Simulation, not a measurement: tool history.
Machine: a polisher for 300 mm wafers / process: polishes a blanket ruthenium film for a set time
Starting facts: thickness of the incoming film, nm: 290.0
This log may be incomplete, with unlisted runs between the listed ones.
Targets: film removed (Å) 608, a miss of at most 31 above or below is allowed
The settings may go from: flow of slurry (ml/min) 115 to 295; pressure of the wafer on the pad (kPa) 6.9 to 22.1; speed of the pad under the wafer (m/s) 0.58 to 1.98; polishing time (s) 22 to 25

run    day  flow of slurry (ml/min)  pressure of the wafer on the pad (kPa)  speed of the pad under the wafer (m/s)  polishing time (s)  film removed (Å)
  1      0                      190                                    14.5                                    1.28                  25            367.27
  2  0.338                      190                                    14.5                                    1.42                  25            414.56
  3  0.625                      190                                    14.5                                    1.28                  25            377.55
  4  0.696                      190                                    16.5                                     1.3                  25            435.29
  5  0.796                      190                                    16.5                                    1.04                  25            340.74
  6  1.104                      190                                    17.9                                     1.1                  25            387.13
  7  1.412                      190                                    19.3                                    1.16                  25            440.81
  8  1.733                      190                                      20                                    1.22                  25            466.93
  9  2.079                      190                                    20.7                                    1.28                  25            507.99
 10  2.192                      190                                    21.4                                    1.32                  25            532.91

Which of these 4 next moves meets every target?
  A  2.304                      195                                    22.1                                    1.42                  25                 ?
  B  2.304                      155                                    19.3                                     1.5                  25                 ?
  C  2.304                      170                                    19.3                                    1.44                  23                 ?
  D  2.304                      220                                    22.1                                    1.56                  25                 ?

move  film removed (Å)
   A             596.6
   B             539.3
   C            483.73
   D             663.8
A: hits every target within its allowed miss
B: nearer than the last run, and not there yet
C: the biggest miss grows against the last run
D: the result that was furthest off in the last run now lies on the other side of its target
Correct choice: A, which meets every target
